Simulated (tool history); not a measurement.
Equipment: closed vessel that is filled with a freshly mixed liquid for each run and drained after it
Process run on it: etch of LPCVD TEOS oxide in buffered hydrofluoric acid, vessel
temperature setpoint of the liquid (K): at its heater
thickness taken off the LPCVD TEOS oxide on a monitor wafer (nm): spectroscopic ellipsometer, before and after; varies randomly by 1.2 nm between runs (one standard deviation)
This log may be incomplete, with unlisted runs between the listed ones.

run	hour	temperature setpoint of the liquid (K)	parts of 40 % ammonium fluoride to one part of 49 % hydrofluoric acid (parts by volume)	time in the liquid (s)	thickness taken off the LPCVD TEOS oxide on a monitor wafer (nm)
1	0	295.15	17	95	107.63
2	2.6	295.15	17	105	119.43
3	5.9	296.15	17	105	125.54
4	7	297.15	17	105	133.22
5	13.3	297.15	17	95	119.85
6	19.1	298.15	17	95	127.68
7	23.3	298.65	17	95	130.96
8	27.2	299.15	17	95	134.28
9	31.3	299.65	17	95	138.46
10	40.2	300.15	17	95	141.77

What does the tool deliver on the next run?
11	46.7	300.65	17	95	?

thickness taken off the LPCVD TEOS oxide on a monitor wafer (nm): 145.96
